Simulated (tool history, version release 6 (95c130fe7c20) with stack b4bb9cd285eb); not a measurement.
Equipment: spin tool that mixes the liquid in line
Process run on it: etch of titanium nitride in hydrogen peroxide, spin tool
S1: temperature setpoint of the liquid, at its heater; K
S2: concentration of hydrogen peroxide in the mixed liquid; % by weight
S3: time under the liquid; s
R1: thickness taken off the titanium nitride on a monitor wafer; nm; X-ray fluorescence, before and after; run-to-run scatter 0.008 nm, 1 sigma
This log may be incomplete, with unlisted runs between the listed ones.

Run 1, hour 0: S1 319.15 K, S2 26 % by weight, S3 90 s. Result: R1 1.7234 nm.
Run 2, hour 2.4: S1 319.15 K, S2 26 % by weight, S3 65 s. Result: R1 1.2378 nm.
Run 3, hour 9.5: S1 322.65 K, S2 26 % by weight, S3 65 s. Result: R1 1.5997 nm.
Run 4, hour 11.1: S1 322.65 K, S2 26 % by weight, S3 65 s. Result: R1 1.6026 nm.
Run 5, hour 14.5: S1 320.65 K, S2 26 % by weight, S3 65 s. Result: R1 1.3906 nm.
Run 6, hour 17.3: S1 320.65 K, S2 26 % by weight, S3 65 s. Result: R1 1.4025 nm.
Run 7, hour 25.1: S1 319.15 K, S2 26 % by weight, S3 65 s. Result: R1 1.2501 nm.
Run 8, hour 32.4: S1 319.15 K, S2 26 % by weight, S3 65 s. Result: R1 1.2554 nm.

Estimate the outcome of run 9 from the log above:
Run 9, hour 38.8: S1 318.15 K, S2 26 % by weight, S3 65 s. Result: R1 ?.

Run 9 measured R1 1.1837 nm.
